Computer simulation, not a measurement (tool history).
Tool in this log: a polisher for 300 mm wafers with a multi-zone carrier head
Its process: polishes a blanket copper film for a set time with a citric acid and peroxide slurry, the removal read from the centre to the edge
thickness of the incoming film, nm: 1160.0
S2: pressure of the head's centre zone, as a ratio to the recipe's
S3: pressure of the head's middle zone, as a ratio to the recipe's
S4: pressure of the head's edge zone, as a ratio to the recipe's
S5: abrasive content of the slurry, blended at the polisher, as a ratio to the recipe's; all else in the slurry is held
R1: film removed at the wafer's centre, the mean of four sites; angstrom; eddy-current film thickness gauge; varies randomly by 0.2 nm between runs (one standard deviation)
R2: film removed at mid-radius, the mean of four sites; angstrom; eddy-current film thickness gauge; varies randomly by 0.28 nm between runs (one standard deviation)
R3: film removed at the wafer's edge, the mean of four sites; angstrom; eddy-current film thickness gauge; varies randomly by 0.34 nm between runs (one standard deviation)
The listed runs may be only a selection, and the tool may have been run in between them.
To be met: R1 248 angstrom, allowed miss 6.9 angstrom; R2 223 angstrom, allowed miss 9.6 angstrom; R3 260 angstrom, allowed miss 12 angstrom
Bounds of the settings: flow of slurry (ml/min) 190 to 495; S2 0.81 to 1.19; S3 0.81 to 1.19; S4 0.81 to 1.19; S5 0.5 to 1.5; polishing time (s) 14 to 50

run 1 hour=0 | flow_of_slurry_(ml/min)=320 S2=1 S3=1 S4=1 S5=1 polishing_time_(s)=32 | R1=490.93 R2=505.59 R3=497.31
run 2 hour=3.4 | flow_of_slurry_(ml/min)=280 S2=1 S3=1 S4=1 S5=1 polishing_time_(s)=32 | R1=481.41 R2=495.89 R3=496.31
run 3 hour=7.9 | flow_of_slurry_(ml/min)=315 S2=1 S3=1 S4=1 S5=1 polishing_time_(s)=32 | R1=490.06 R2=500.24 R3=488.68
run 4 hour=12.9 | flow_of_slurry_(ml/min)=315 S2=1 S3=1 S4=1 S5=1 polishing_time_(s)=37 | R1=566.54 R2=567.7 R3=582.61
run 5 hour=17.1 | flow_of_slurry_(ml/min)=280 S2=1 S3=0.94 S4=1.03 S5=0.85 polishing_time_(s)=30 | R1=435.07 R2=429.33 R3=442.9
run 6 hour=25.6 | flow_of_slurry_(ml/min)=280 S2=1 S3=0.94 S4=0.95 S5=0.85 polishing_time_(s)=30 | R1=435.7 R2=429.99 R3=418.73
run 7 hour=31.9 | flow_of_slurry_(ml/min)=255 S2=1.01 S3=0.9 S4=1.02 S5=0.75 polishing_time_(s)=25 | R1=350.98 R2=322.89 R3=361.9
run 8 hour=39.5 | flow_of_slurry_(ml/min)=255 S2=1.01 S3=0.9 S4=1.02 S5=0.75 polishing_time_(s)=25 | R1=349.15 R2=331.12 R3=353.6
run 9 hour=46.4 | flow_of_slurry_(ml/min)=250 S2=1.01 S3=0.87 S4=1.03 S5=0.7 polishing_time_(s)=23 | R1=314.51 R2=288.22 R3=319.84
run 10 hour=53.8 | flow_of_slurry_(ml/min)=250 S2=1.01 S3=0.87 S4=1.03 S5=0.7 polishing_time_(s)=23 | R1=314.03 R2=280.23 R3=328.94
run 11 hour=55.3 | flow_of_slurry_(ml/min)=255 S2=1 S3=0.86 S4=1.01 S5=0.65 polishing_time_(s)=22 | R1=290.71 R2=265.43 R3=299.68
run 12 hour=61.1 | flow_of_slurry_(ml/min)=255 S2=0.99 S3=0.85 S4=1.01 S5=0.6 polishing_time_(s)=22 | R1=282.07 R2=262.1 R3=296.29
run 13 hour=66.8 | flow_of_slurry_(ml/min)=255 S2=0.99 S3=0.84 S4=1.01 S5=0.55 polishing_time_(s)=21 | R1=267.04 R2=238.22 R3=270.99
run 14 hour=68.2 | flow_of_slurry_(ml/min)=255 S2=0.99 S3=0.84 S4=1.01 S5=0.55 polishing_time_(s)=21 | R1=267.93 R2=240.9 R3=281.62
run 15 hour=73.6 | flow_of_slurry_(ml/min)=255 S2=0.99 S3=0.84 S4=1.01 S5=0.55 polishing_time_(s)=21 | R1=263.74 R2=240.56 R3=275.1
run 16 hour=82.5 | flow_of_slurry_(ml/min)=255 S2=0.99 S3=0.83 S4=1.01 S5=0.55 polishing_time_(s)=21 | R1=264.06 R2=232.23 R3=275.1
run 17 hour=87.9 | flow_of_slurry_(ml/min)=255 S2=0.99 S3=0.83 S4=1.01 S5=0.55 polishing_time_(s)=21 | R1=263.31 R2=240.48 R3=273.86
run 18 hour=94.3 | flow_of_slurry_(ml/min)=240 S2=0.99 S3=0.81 S4=1.02 S5=0.5 polishing_time_(s)=19 | R1=232.93 R2=204.86 R3=246.54
run 19 hour=101.8 | flow_of_slurry_(ml/min)=260 S2=0.99 S3=0.82 S4=1.02 S5=0.5 polishing_time_(s)=19 | R1=236.36 R2=205.03 R3=241.04
run 20 hour=105.8 | flow_of_slurry_(ml/min)=245 S2=1 S3=0.83 S4=1.02 S5=0.5 polishing_time_(s)=19 | R1=233.74 R2=208.79 R3=245.72
run 21 hour=112.6 | flow_of_slurry_(ml/min)=255 S2=1 S3=0.83 S4=1.03 S5=0.5 polishing_time_(s)=19 | R1=238.04 R2=208.66 R3=249.38

Exercise: of the 5 proposed moves below, exactly one satisfies all targets within the stated allowed misses. Which move is it?
run A hour=119.4 | flow_of_slurry_(ml/min)=290 S2=1 S3=0.85 S4=1.06 S5=0.55 polishing_time_(s)=19 | R1=? R2=? R3=?
run B hour=119.4 | flow_of_slurry_(ml/min)=290 S2=0.91 S3=0.82 S4=1.09 S5=0.5 polishing_time_(s)=20 | R1=? R2=? R3=?
run C hour=119.4 | flow_of_slurry_(ml/min)=275 S2=1.02 S3=0.85 S4=1.04 S5=0.5 polishing_time_(s)=18 | R1=? R2=? R3=?
run D hour=119.4 | flow_of_slurry_(ml/min)=195 S2=1.01 S3=0.88 S4=0.9 S5=0.5 polishing_time_(s)=20 | R1=? R2=? R3=?
run E hour=119.4 | flow_of_slurry_(ml/min)=295 S2=1.05 S3=0.84 S4=0.92 S5=0.8 polishing_time_(s)=16 | R1=? R2=? R3=?

move=A R1=247.87 R2=224.12 R3=253.7
move=B R1=231.48 R2=223.65 R3=264.39
move=C R1=232.18 R2=205.91 R3=231.27
move=D R1=241.21 R2=223.68 R3=230.76
move=E R1=241.28 R2=205.65 R3=219.56
A: all results in spec
B: gets the furthest-off result to its target, but another result is out of tolerance
C: further off than the last run
D: gets the furthest-off result to its target, but another result is out of tolerance
E: further off than the last run
A meets every target.
